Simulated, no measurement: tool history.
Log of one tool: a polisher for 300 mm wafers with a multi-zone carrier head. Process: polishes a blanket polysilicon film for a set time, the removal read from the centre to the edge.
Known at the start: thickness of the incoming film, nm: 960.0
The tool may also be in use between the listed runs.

run    day  flow of slurry (ml/min)  pressure of the head's centre zone  pressure of the head's middle zone  pressure of the head's edge zone  polishing time (s)  film removed at the wafer's centre (angstrom)  film removed at mid-radius (angstrom)  film removed at the wafer's edge (angstrom)
  1  0.000                      295                                1.00                                1.00                              1.00                  30                                         3375.5                                 3375.5                                       3469.6
  2  0.117                      315                                1.06                                1.00                              1.06                  31                                         3813.1                                 3664.6                                       3665.7
  3  0.333                      315                                1.08                                0.95                              1.09                  32                                         3933.0                                 3433.3                                       3866.5
  4  0.692                      330                                1.11                                0.95                              1.12                  33                                         4207.5                                 3627.5                                       4097.8
  5  0.775                      350                                1.14                                0.95                              1.14                  33                                         4316.8                                 3711.3                                       4160.6
  6  0.879                      350                                1.14                                0.95                              1.08                  33                                         4316.1                                 3689.1                                       3969.5

The next listed run, before its measurement:
  7  1.038                      350                                1.16                                0.95                              1.10                  34                                              ?                                      ?                                            ?

{"run 7": {"film removed at the wafer's centre (angstrom)": 4606.3, "film removed at mid-radius (angstrom)": 3723.0, "film removed at the wafer's edge (angstrom)": 4194.3}}

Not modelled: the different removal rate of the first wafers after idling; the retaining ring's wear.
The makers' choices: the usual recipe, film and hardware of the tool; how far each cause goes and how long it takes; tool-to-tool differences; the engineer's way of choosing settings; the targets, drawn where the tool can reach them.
